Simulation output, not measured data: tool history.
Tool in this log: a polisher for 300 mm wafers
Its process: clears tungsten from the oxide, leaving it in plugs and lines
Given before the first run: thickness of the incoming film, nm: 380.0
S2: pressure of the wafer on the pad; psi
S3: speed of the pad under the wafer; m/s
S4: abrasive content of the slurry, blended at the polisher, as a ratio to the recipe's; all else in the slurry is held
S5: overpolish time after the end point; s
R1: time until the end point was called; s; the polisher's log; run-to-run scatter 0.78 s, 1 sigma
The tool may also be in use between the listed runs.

{"run": 1, "hour": 0.0, "flow of slurry (ml/min)": 125, "S2": 2.4, "S3": 1.38, "S4": 1.0, "S5": 4, "R1": 89.169}
{"run": 2, "hour": 1.2, "flow of slurry (ml/min)": 125, "S2": 2.6, "S3": 1.4, "S4": 1.0, "S5": 4, "R1": 82.519}
{"run": 3, "hour": 2.0, "flow of slurry (ml/min)": 135, "S2": 2.6, "S3": 1.4, "S4": 1.0, "S5": 4, "R1": 84.016}
{"run": 4, "hour": 8.8, "flow of slurry (ml/min)": 135, "S2": 2.8, "S3": 1.44, "S4": 1.0, "S5": 4, "R1": 77.399}
{"run": 5, "hour": 16.5, "flow of slurry (ml/min)": 115, "S2": 2.8, "S3": 1.44, "S4": 1.0, "S5": 4, "R1": 78.599}
{"run": 6, "hour": 19.0, "flow of slurry (ml/min)": 115, "S2": 2.8, "S3": 1.26, "S4": 1.0, "S5": 4, "R1": 90.178}
{"run": 7, "hour": 25.5, "flow of slurry (ml/min)": 115, "S2": 2.9, "S3": 1.32, "S4": 1.0, "S5": 4, "R1": 83.129}
{"run": 8, "hour": 27.3, "flow of slurry (ml/min)": 115, "S2": 3.0, "S3": 1.38, "S4": 1.0, "S5": 4, "R1": 78.625}
{"run": 9, "hour": 30.8, "flow of slurry (ml/min)": 115, "S2": 3.1, "S3": 1.44, "S4": 1.0, "S5": 4, "R1": 72.942}

What does the tool deliver on the next run?
{"run": 10, "hour": 33.5, "flow of slurry (ml/min)": 130, "S2": 3.7, "S3": 1.58, "S4": 1.0, "S5": 4, "R1": "?"}

Run 10 produced R1 55.157 s.
